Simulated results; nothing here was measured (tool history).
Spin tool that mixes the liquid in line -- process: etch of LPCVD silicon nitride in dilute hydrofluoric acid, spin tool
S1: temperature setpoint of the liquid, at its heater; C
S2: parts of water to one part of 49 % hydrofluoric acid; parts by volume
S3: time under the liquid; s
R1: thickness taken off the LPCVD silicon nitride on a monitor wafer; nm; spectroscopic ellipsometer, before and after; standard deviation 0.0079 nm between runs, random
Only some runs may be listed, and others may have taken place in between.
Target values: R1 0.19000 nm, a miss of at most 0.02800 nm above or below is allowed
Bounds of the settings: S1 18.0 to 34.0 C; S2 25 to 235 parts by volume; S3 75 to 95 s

{"run": 1, "hour": 0.0, "S1": 26.0, "S2": 130, "S3": 95, "R1": 0.39506}
{"run": 2, "hour": 1.6, "S1": 25.0, "S2": 140, "S3": 90, "R1": 0.33244}
{"run": 3, "hour": 7.2, "S1": 25.0, "S2": 155, "S3": 90, "R1": 0.27945}
{"run": 4, "hour": 16.0, "S1": 23.5, "S2": 155, "S3": 90, "R1": 0.24123}
{"run": 5, "hour": 24.1, "S1": 25.0, "S2": 155, "S3": 90, "R1": 0.28004}
{"run": 6, "hour": 30.3, "S1": 24.5, "S2": 160, "S3": 90, "R1": 0.26772}
{"run": 7, "hour": 36.7, "S1": 24.0, "S2": 165, "S3": 90, "R1": 0.25265}
{"run": 8, "hour": 38.9, "S1": 23.5, "S2": 170, "S3": 90, "R1": 0.25793}

Of the 5 settings listed for the next run, only one would bring every result within its allowed miss of target. Which one?
{"run": "A", "hour": 41.1, "S1": 23.0, "S2": 130, "S3": 95, "R1": "?"}
{"run": "B", "hour": 41.1, "S1": 23.0, "S2": 165, "S3": 75, "R1": "?"}
{"run": "C", "hour": 41.1, "S1": 24.5, "S2": 190, "S3": 95, "R1": "?"}
{"run": "D", "hour": 41.1, "S1": 23.5, "S2": 165, "S3": 95, "R1": "?"}
{"run": "E", "hour": 41.1, "S1": 25.5, "S2": 175, "S3": 95, "R1": "?"}

move=A R1=0.33566
move=B R1=0.20951
move=C R1=0.25407
move=D R1=0.27409
move=E R1=0.29368
A: misses by more than the last run did
B: all results land within tolerance of their targets
C: nearer than the last run, and not there yet
D: misses by more than the last run did
E: misses by more than the last run did
B is the move that brings every result within its allowed miss.
